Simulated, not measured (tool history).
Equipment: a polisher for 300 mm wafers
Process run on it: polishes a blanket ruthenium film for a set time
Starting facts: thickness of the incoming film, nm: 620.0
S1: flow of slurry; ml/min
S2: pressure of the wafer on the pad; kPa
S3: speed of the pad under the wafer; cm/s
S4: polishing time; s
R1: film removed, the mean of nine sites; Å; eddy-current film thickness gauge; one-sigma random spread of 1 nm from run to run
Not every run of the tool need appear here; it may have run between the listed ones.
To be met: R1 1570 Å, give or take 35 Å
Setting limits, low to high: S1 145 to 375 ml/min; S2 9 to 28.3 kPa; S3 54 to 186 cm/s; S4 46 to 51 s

{"run": 1, "hour": 0.0, "S1": 240, "S2": 18.6, "S3": 118, "S4": 51, "R1": 1087.2}
{"run": 2, "hour": 9.0, "S1": 240, "S2": 18.6, "S3": 118, "S4": 51, "R1": 1070.2}
{"run": 3, "hour": 16.9, "S1": 285, "S2": 18.6, "S3": 118, "S4": 51, "R1": 1096.3}
{"run": 4, "hour": 22.0, "S1": 315, "S2": 18.6, "S3": 118, "S4": 51, "R1": 1111.1}
{"run": 5, "hour": 23.9, "S1": 315, "S2": 22.8, "S3": 118, "S4": 51, "R1": 1254.1}
{"run": 6, "hour": 26.1, "S1": 315, "S2": 26.9, "S3": 118, "S4": 51, "R1": 1414}
{"run": 7, "hour": 33.8, "S1": 315, "S2": 26.9, "S3": 120, "S4": 51, "R1": 1434.8}
{"run": 8, "hour": 38.5, "S1": 315, "S2": 26.9, "S3": 122, "S4": 51, "R1": 1455.6}
{"run": 9, "hour": 47.5, "S1": 315, "S2": 27.6, "S3": 124, "S4": 51, "R1": 1505.2}

Exactly one of the 4 candidate moves below puts every result within its allowed miss. Which one?
{"run": "A", "hour": 56.5, "S1": 290, "S2": 28.3, "S3": 124, "S4": 49, "R1": "?"}
{"run": "B", "hour": 56.5, "S1": 270, "S2": 28.3, "S3": 120, "S4": 51, "R1": "?"}
{"run": "C", "hour": 56.5, "S1": 360, "S2": 28.3, "S3": 128, "S4": 50, "R1": "?"}
{"run": "D", "hour": 56.5, "S1": 295, "S2": 28.3, "S3": 132, "S4": 51, "R1": "?"}

move=A R1=1459.6
move=B R1=1463.4
move=C R1=1560.2
move=D R1=1616.5
A: its largest miss is bigger than the last run's
B: its largest miss is bigger than the last run's
C: all results in spec
D: pushes the last run's worst result past its target
C is the move that brings every result within its allowed miss.

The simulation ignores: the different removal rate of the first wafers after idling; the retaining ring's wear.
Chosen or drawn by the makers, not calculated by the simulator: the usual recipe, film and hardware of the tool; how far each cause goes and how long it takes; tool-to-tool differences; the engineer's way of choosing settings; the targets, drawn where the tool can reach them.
